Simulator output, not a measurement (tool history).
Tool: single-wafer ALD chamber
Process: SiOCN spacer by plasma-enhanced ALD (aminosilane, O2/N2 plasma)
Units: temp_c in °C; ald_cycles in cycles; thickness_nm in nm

run	hour	temp_c	ald_cycles	thickness_nm
1	0.0	380	30	1.7839
2	8.7	380	29	1.7370
3	13.3	375	29	1.7459
4	15.1	375	28	1.6932
5	19.8	375	27	1.6145
6	25.3	375	23	1.3818
7	32.1	375	23	1.3907
8	34.4	375	24	1.4396

Run 9 comes next. What will it give?
9	43.2	375	25	?

thickness_nm: 1.5042 nm

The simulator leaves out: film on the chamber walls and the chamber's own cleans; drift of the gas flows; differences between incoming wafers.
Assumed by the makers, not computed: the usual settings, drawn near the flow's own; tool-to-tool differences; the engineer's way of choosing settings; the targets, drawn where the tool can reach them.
